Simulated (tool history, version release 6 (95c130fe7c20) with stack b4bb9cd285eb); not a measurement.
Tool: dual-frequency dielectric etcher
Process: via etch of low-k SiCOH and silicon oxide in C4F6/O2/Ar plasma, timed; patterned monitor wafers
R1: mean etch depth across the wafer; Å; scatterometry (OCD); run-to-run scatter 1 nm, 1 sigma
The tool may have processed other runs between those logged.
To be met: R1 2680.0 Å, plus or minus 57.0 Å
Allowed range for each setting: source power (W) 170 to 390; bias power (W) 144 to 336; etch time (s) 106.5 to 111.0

Run 1, day 0.000: source power (W) 280, bias power (W) 240, etch time (s) 106.5. Result: R1 3022.0 Å.
Run 2, day 0.229: source power (W) 270, bias power (W) 238, etch time (s) 106.5. Result: R1 2969.6 Å.
Run 3, day 0.350: source power (W) 260, bias power (W) 237, etch time (s) 106.5. Result: R1 2949.2 Å.
Run 4, day 0.429: source power (W) 250, bias power (W) 235, etch time (s) 106.5. Result: R1 2883.7 Å.
Run 5, day 0.692: source power (W) 250, bias power (W) 234, etch time (s) 106.5. Result: R1 2901.2 Å.
Run 6, day 0.925: source power (W) 290, bias power (W) 234, etch time (s) 106.5. Result: R1 3050.4 Å.
Run 7, day 1.158: source power (W) 280, bias power (W) 232, etch time (s) 106.5. Result: R1 2988.4 Å.
Run 8, day 1.462: source power (W) 270, bias power (W) 230, etch time (s) 106.5. Result: R1 2952.1 Å.
Run 9, day 1.608: source power (W) 260, bias power (W) 228, etch time (s) 106.5. Result: R1 2911.6 Å.

Next run, 5 choices. One meets every target within its allowed miss, the rest don't. Which?
Run A, day 1.754: source power (W) 230, bias power (W) 223, etch time (s) 107.5. Result: R1 ?.
Run B, day 1.754: source power (W) 220, bias power (W) 205, etch time (s) 108.5. Result: R1 ?.
Run C, day 1.754: source power (W) 260, bias power (W) 216, etch time (s) 106.5. Result: R1 ?.
Run D, day 1.754: source power (W) 250, bias power (W) 184, etch time (s) 107.5. Result: R1 ?.
Run E, day 1.754: source power (W) 230, bias power (W) 170, etch time (s) 107.5. Result: R1 ?.

move      R1
   A  2818.9
   B  2761.9
   C  2884.8
   D  2793.7
   E  2685.1
A: better than the last run, though not everything is in spec
B: better than the last run, though not everything is in spec
C: better than the last run, though not everything is in spec
D: better than the last run, though not everything is in spec
E: all results land within tolerance of their targets
Answer: E
